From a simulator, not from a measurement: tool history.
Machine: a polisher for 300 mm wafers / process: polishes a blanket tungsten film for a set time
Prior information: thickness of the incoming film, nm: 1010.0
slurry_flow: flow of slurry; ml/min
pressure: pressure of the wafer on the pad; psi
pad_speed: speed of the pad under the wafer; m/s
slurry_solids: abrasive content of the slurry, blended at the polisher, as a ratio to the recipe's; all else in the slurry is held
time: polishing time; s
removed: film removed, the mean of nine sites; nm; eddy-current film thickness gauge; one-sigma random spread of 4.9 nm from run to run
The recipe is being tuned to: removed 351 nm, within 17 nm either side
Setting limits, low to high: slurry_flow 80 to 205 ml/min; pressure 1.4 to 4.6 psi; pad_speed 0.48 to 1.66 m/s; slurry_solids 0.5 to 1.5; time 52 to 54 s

{"run": 1, "day": 0.0, "slurry_flow": 135, "pressure": 3, "pad_speed": 1.06, "slurry_solids": 1, "time": 52, "removed": 190.41}
{"run": 2, "day": 0.092, "slurry_flow": 135, "pressure": 3.5, "pad_speed": 1.08, "slurry_solids": 1, "time": 52, "removed": 230.12}
{"run": 3, "day": 0.158, "slurry_flow": 115, "pressure": 3.5, "pad_speed": 1.08, "slurry_solids": 1, "time": 52, "removed": 220.2}
{"run": 4, "day": 0.471, "slurry_flow": 85, "pressure": 3.5, "pad_speed": 1.08, "slurry_solids": 1, "time": 52, "removed": 210.7}
{"day": 0.733, "done": "slurry nozzle cleaned"}
{"run": 5, "day": 0.733, "slurry_flow": 85, "pressure": 3.5, "pad_speed": 1.08, "slurry_solids": 1, "time": 52, "removed": 214.95}
{"run": 6, "day": 0.842, "slurry_flow": 85, "pressure": 3.5, "pad_speed": 0.94, "slurry_solids": 1, "time": 52, "removed": 194.73}
{"run": 7, "day": 0.962, "slurry_flow": 85, "pressure": 3.9, "pad_speed": 1.04, "slurry_solids": 1, "time": 52, "removed": 236.02}
{"run": 8, "day": 1.212, "slurry_flow": 85, "pressure": 4.1, "pad_speed": 1.1, "slurry_solids": 1, "time": 52, "removed": 262.23}
{"run": 9, "day": 1.567, "slurry_flow": 85, "pressure": 4.3, "pad_speed": 1.14, "slurry_solids": 1, "time": 52, "removed": 271.29}

Exactly one of the 5 candidate moves below puts every result within its allowed miss. Which one?
{"run": "A", "day": 1.921, "slurry_flow": 80, "pressure": 4, "pad_speed": 1.06, "slurry_solids": 0.95, "time": 52, "removed": "?"}
{"run": "B", "day": 1.921, "slurry_flow": 85, "pressure": 2.9, "pad_speed": 1, "slurry_solids": 1.1, "time": 52, "removed": "?"}
{"run": "C", "day": 1.921, "slurry_flow": 80, "pressure": 3.2, "pad_speed": 1.18, "slurry_solids": 1.25, "time": 52, "removed": "?"}
{"run": "D", "day": 1.921, "slurry_flow": 95, "pressure": 4.5, "pad_speed": 1.28, "slurry_solids": 1.15, "time": 54, "removed": "?"}
{"run": "E", "day": 1.921, "slurry_flow": 80, "pressure": 3.8, "pad_speed": 0.76, "slurry_solids": 1, "time": 52, "removed": "?"}

move=A removed=236.26
move=B removed=169.88
move=C removed=219.65
move=D removed=343.36
move=E removed=170.98
A: its largest miss is bigger than the last run's
B: its largest miss is bigger than the last run's
C: its largest miss is bigger than the last run's
D: meets every target
E: its largest miss is bigger than the last run's
So the answer is move D, the one that meets all the targets.

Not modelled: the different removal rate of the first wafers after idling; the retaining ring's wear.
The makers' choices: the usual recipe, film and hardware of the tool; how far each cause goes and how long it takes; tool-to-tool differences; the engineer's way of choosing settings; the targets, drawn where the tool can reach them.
